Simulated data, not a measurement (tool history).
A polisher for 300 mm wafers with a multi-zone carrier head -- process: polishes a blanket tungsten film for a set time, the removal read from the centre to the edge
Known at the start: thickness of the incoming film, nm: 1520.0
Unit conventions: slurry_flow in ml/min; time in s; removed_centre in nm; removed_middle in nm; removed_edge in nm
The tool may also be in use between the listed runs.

run,day,slurry_flow,centre_zone,middle_zone,edge_zone,slurry_solids,time,removed_centre,removed_middle,removed_edge
1,0,230,1,1,1,1,87,339.17,335.49,313.71
2,0.233,230,1,1,1.08,1,87,335.52,327.69,328.07
3,0.575,285,1,1,1.08,1,87,338.99,340.46,338.36
4,0.704,285,1,1.07,1.08,1,87,336.62,357.82,340.47
5,0.733,255,1,1.07,1.08,1,87,341.91,353.18,326.75
6,0.988,235,1.01,1.03,1.07,0.95,87,332.16,331.06,328.8

The next listed run, before its measurement:
7,1.288,225,1.03,1,1.03,0.95,86,?,?,?

Logged for run 7: removed_centre 336.25 nm, removed_middle 328.75 nm, removed_edge 314.41 nm.

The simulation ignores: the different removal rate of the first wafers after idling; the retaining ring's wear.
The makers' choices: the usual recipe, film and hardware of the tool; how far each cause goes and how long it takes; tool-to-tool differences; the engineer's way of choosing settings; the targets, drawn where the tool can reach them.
